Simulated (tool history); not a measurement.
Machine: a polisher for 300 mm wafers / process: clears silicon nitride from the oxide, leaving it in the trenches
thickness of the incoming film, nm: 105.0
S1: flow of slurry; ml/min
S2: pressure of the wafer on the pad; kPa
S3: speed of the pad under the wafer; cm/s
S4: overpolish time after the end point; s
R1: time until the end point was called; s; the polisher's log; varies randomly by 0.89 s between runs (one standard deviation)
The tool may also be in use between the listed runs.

run	hour	S1	S2	S3	S4	R1
1	0.0	305	11.7	112	28	130.61
2	0.9	305	12.4	112	28	123.26
3	4.0	330	12.4	112	28	123.07
4	8.4	270	12.4	112	28	125.62
5	16.6	280	13.1	112	28	118.34
6	19.0	285	13.1	112	28	117.14

What does the tool deliver on the next run?
7	23.8	290	13.1	112	28	?

Run 7 produced R1 117.07 s.
